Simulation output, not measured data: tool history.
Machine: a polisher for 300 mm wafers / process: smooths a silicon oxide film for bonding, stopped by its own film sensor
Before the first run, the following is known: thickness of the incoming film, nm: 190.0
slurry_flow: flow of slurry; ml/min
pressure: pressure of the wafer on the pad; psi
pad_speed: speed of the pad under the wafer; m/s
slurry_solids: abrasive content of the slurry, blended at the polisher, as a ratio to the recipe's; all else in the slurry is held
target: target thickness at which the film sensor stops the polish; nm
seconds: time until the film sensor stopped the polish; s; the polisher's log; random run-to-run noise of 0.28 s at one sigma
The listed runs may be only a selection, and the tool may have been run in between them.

| run | day | slurry_flow | pressure | pad_speed | slurry_solids | target | seconds |
|---|---|---|---|---|---|---|---|
| 1 | 0 | 130 | 2.7 | 0.94 | 1 | 170 | 22.076 |
| 2 | 0.246 | 130 | 2.7 | 0.94 | 1.15 | 170 | 20.66 |
| 3 | 0.288 | 130 | 2.6 | 0.94 | 1.15 | 170 | 21.543 |
| 4 | 0.658 | 130 | 2.6 | 0.94 | 0.95 | 170 | 23.584 |
| 5 | 0.996 | 130 | 2.6 | 0.94 | 0.95 | 173 | 20.072 |
| 6 | 1.146 | 130 | 2.5 | 0.94 | 0.95 | 173 | 20.618 |
| 7 | 1.225 | 130 | 2.4 | 0.94 | 0.95 | 173 | 20.995 |
| 8 | 1.421 | 130 | 2.3 | 0.92 | 0.95 | 173 | 23.1 |
| 9 | 1.488 | 110 | 1.7 | 0.92 | 0.95 | 173 | 31.651 |

Predict the results of run 10:
| 10 | 1.583 | 120 | 1.7 | 0.92 | 0.95 | 173 | ? |

{"run 10": {"seconds": 30.894}}
